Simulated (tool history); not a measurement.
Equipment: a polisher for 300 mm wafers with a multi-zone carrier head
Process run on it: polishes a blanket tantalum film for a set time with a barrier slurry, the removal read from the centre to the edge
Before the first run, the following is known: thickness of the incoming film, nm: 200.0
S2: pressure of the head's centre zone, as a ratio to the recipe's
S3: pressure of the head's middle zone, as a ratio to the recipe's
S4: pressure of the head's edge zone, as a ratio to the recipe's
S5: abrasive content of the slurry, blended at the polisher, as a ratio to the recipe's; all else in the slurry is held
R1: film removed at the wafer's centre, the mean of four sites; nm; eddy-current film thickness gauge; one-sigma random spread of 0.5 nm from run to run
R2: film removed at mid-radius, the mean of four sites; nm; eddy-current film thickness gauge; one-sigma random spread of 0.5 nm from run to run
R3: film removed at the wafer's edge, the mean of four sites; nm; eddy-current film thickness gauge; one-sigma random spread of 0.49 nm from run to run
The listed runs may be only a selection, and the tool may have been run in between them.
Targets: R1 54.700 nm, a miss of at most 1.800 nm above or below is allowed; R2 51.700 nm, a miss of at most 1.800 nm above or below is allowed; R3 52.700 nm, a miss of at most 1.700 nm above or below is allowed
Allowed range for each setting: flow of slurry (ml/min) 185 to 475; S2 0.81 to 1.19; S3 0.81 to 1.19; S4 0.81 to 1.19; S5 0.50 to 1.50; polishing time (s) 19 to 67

Run 1, day 0.000: flow of slurry (ml/min) 305, S2 1.00, S3 1.00, S4 1.00, S5 1.00, polishing time (s) 43. Result: R1 83.449 nm, R2 82.375 nm, R3 84.622 nm.
Run 2, day 0.350: flow of slurry (ml/min) 305, S2 1.00, S3 1.00, S4 0.91, S5 1.00, polishing time (s) 43. Result: R1 85.450 nm, R2 83.810 nm, R3 78.590 nm.
Run 3, day 0.483: flow of slurry (ml/min) 300, S2 0.99, S3 0.98, S4 0.90, S5 0.95, polishing time (s) 42. Result: R1 81.211 nm, R2 79.637 nm, R3 76.831 nm.
Run 4, day 0.550: flow of slurry (ml/min) 235, S2 0.99, S3 0.98, S4 0.90, S5 0.95, polishing time (s) 42. Result: R1 77.068 nm, R2 75.964 nm, R3 76.373 nm.
Run 5, day 0.871: flow of slurry (ml/min) 235, S2 0.99, S3 0.98, S4 0.90, S5 0.75, polishing time (s) 42. Result: R1 73.296 nm, R2 72.529 nm, R3 70.669 nm.
Run 6, day 1.204: flow of slurry (ml/min) 235, S2 0.99, S3 1.05, S4 0.90, S5 0.75, polishing time (s) 42. Result: R1 73.951 nm, R2 76.256 nm, R3 71.284 nm.
Run 7, day 1.317: flow of slurry (ml/min) 240, S2 0.99, S3 1.03, S4 0.90, S5 0.70, polishing time (s) 41. Result: R1 70.241 nm, R2 73.176 nm, R3 68.911 nm.
Run 8, day 1.638: flow of slurry (ml/min) 240, S2 0.99, S3 1.03, S4 0.90, S5 0.70, polishing time (s) 41. Result: R1 70.516 nm, R2 73.907 nm, R3 68.859 nm.
Run 9, day 1.904: flow of slurry (ml/min) 240, S2 0.99, S3 1.01, S4 0.90, S5 0.65, polishing time (s) 40. Result: R1 67.414 nm, R2 69.801 nm, R3 65.212 nm.
Run 10, day 2.100: flow of slurry (ml/min) 235, S2 0.99, S3 0.99, S4 0.90, S5 0.65, polishing time (s) 39. Result: R1 64.906 nm, R2 66.170 nm, R3 63.976 nm.
Run 11, day 2.229: flow of slurry (ml/min) 240, S2 0.99, S3 0.97, S4 0.89, S5 0.65, polishing time (s) 38. Result: R1 64.067 nm, R2 62.805 nm, R3 62.991 nm.
Run 12, day 2.283: flow of slurry (ml/min) 240, S2 0.99, S3 0.97, S4 0.89, S5 0.65, polishing time (s) 38. Result: R1 64.685 nm, R2 64.153 nm, R3 62.072 nm.
Run 13, day 2.608: flow of slurry (ml/min) 240, S2 0.98, S3 0.95, S4 0.89, S5 0.65, polishing time (s) 38. Result: R1 63.386 nm, R2 61.527 nm, R3 61.649 nm.
Run 14, day 2.854: flow of slurry (ml/min) 250, S2 0.97, S3 0.94, S4 0.88, S5 0.65, polishing time (s) 38. Result: R1 62.525 nm, R2 61.780 nm, R3 61.951 nm.
Run 15, day 2.979: flow of slurry (ml/min) 255, S2 0.97, S3 0.93, S4 0.88, S5 0.65, polishing time (s) 37. Result: R1 61.613 nm, R2 60.015 nm, R3 59.050 nm.
Run 16, day 3.021: flow of slurry (ml/min) 255, S2 0.96, S3 0.92, S4 0.87, S5 0.65, polishing time (s) 37. Result: R1 60.745 nm, R2 60.184 nm, R3 59.859 nm.
Run 17, day 3.296: flow of slurry (ml/min) 250, S2 0.98, S3 0.88, S4 0.85, S5 0.50, polishing time (s) 33. Result: R1 51.388 nm, R2 47.617 nm, R3 49.036 nm.
Run 18, day 3.350: flow of slurry (ml/min) 255, S2 0.98, S3 0.89, S4 0.86, S5 0.50, polishing time (s) 33. Result: R1 51.064 nm, R2 47.955 nm, R3 50.107 nm.
Run 19, day 3.400: flow of slurry (ml/min) 255, S2 0.98, S3 0.90, S4 0.86, S5 0.50, polishing time (s) 33. Result: R1 51.383 nm, R2 48.166 nm, R3 49.605 nm.
Run 20, day 3.612: flow of slurry (ml/min) 255, S2 0.98, S3 0.91, S4 0.87, S5 0.50, polishing time (s) 33. Result: R1 52.448 nm, R2 48.294 nm, R3 49.036 nm.
Run 21, day 3.858: flow of slurry (ml/min) 250, S2 0.98, S3 0.91, S4 0.87, S5 0.50, polishing time (s) 33. Result: R1 52.160 nm, R2 48.775 nm, R3 49.690 nm.
Run 22, day 3.883: flow of slurry (ml/min) 250, S2 0.98, S3 0.91, S4 0.88, S5 0.50, polishing time (s) 33. Result: R1 51.673 nm, R2 48.406 nm, R3 50.414 nm.
Run 23, day 4.154: flow of slurry (ml/min) 250, S2 0.98, S3 0.92, S4 0.88, S5 0.50, polishing time (s) 33. Result: R1 51.663 nm, R2 49.342 nm, R3 49.451 nm.
Run 24, day 4.429: flow of slurry (ml/min) 245, S2 0.98, S3 0.92, S4 0.88, S5 0.50, polishing time (s) 33. Result: R1 51.034 nm, R2 48.689 nm, R3 49.732 nm.

Below are 5 possible settings for the next run. Only one of them brings all results inside the allowed miss of their targets. Which is it?
Run A, day 4.704: flow of slurry (ml/min) 215, S2 0.83, S3 1.00, S4 0.86, S5 0.55, polishing time (s) 35. Result: R1 ?, R2 ?, R3 ?.
Run B, day 4.704: flow of slurry (ml/min) 235, S2 0.99, S3 0.92, S4 0.89, S5 0.60, polishing time (s) 33. Result: R1 ?, R2 ?, R3 ?.
Run C, day 4.704: flow of slurry (ml/min) 280, S2 1.12, S3 0.99, S4 0.81, S5 0.50, polishing time (s) 31. Result: R1 ?, R2 ?, R3 ?.
Run D, day 4.704: flow of slurry (ml/min) 325, S2 1.02, S3 0.97, S4 0.86, S5 0.50, polishing time (s) 29. Result: R1 ?, R2 ?, R3 ?.
Run E, day 4.704: flow of slurry (ml/min) 205, S2 0.94, S3 1.00, S4 0.83, S5 0.50, polishing time (s) 32. Result: R1 ?, R2 ?, R3 ?.

move      R1      R2      R3
   A  46.136  56.508  53.029
   B  53.985  51.516  52.582
   C  56.056  50.053  45.794
   D  48.566  46.785  44.539
   E  46.176  49.905  46.217
A: misses by more than the last run did
B: meets every target
C: the furthest-off result lands on target, but another misses its tolerance
D: misses by more than the last run did
E: misses by more than the last run did
The move that meets every target is B.
